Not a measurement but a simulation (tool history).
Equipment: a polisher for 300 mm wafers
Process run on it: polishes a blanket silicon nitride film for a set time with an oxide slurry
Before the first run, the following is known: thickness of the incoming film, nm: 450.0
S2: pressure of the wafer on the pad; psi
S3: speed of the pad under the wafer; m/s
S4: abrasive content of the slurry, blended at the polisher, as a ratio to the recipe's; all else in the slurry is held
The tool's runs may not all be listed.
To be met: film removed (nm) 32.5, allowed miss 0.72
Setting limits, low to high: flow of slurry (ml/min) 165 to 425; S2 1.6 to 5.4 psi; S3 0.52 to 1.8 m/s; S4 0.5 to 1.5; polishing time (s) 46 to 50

{"run": 1, "hour": 0.0, "flow of slurry (ml/min)": 275, "S2": 3.5, "S3": 1.16, "S4": 1, "polishing time (s)": 50, "film removed (nm)": 39.965}
{"run": 2, "hour": 2.9, "flow of slurry (ml/min)": 275, "S2": 3.5, "S3": 1.16, "S4": 1, "polishing time (s)": 46, "film removed (nm)": 35.949}
{"run": 3, "hour": 4.1, "flow of slurry (ml/min)": 270, "S2": 3.4, "S3": 1.16, "S4": 1, "polishing time (s)": 46, "film removed (nm)": 35.437}
{"run": 4, "hour": 4.9, "flow of slurry (ml/min)": 265, "S2": 3.3, "S3": 1.16, "S4": 1, "polishing time (s)": 46, "film removed (nm)": 33.862}
{"run": 5, "hour": 13.4, "flow of slurry (ml/min)": 255, "S2": 3.3, "S3": 1.16, "S4": 1, "polishing time (s)": 46, "film removed (nm)": 33.896}
{"run": 6, "hour": 14.5, "flow of slurry (ml/min)": 245, "S2": 3.3, "S3": 1.16, "S4": 1, "polishing time (s)": 46, "film removed (nm)": 33.329}
{"run": 7, "hour": 17.8, "flow of slurry (ml/min)": 240, "S2": 3.3, "S3": 1.16, "S4": 1, "polishing time (s)": 46, "film removed (nm)": 33.641}
{"run": 8, "hour": 26.7, "flow of slurry (ml/min)": 235, "S2": 3.3, "S3": 1.16, "S4": 1, "polishing time (s)": 46, "film removed (nm)": 33.817}

Next run, 4 choices. One meets every target within its allowed miss, the rest don't. Which?
{"run": "A", "hour": 35.6, "flow of slurry (ml/min)": 255, "S2": 3.5, "S3": 1.58, "S4": 0.75, "polishing time (s)": 47, "film removed (nm)": "?"}
{"run": "B", "hour": 35.6, "flow of slurry (ml/min)": 215, "S2": 3.4, "S3": 1.16, "S4": 1, "polishing time (s)": 46, "film removed (nm)": "?"}
{"run": "C", "hour": 35.6, "flow of slurry (ml/min)": 240, "S2": 3.4, "S3": 1.1, "S4": 1, "polishing time (s)": 49, "film removed (nm)": "?"}
{"run": "D", "hour": 35.6, "flow of slurry (ml/min)": 210, "S2": 3.8, "S3": 0.98, "S4": 0.9, "polishing time (s)": 47, "film removed (nm)": "?"}

move=A film_removed_(nm)=34.406
move=B film_removed_(nm)=34.191
move=C film_removed_(nm)=35.925
move=D film_removed_(nm)=32.85
A: misses by more than the last run did
B: misses by more than the last run did
C: misses by more than the last run did
D: hits every target within its allowed miss
D meets every target.

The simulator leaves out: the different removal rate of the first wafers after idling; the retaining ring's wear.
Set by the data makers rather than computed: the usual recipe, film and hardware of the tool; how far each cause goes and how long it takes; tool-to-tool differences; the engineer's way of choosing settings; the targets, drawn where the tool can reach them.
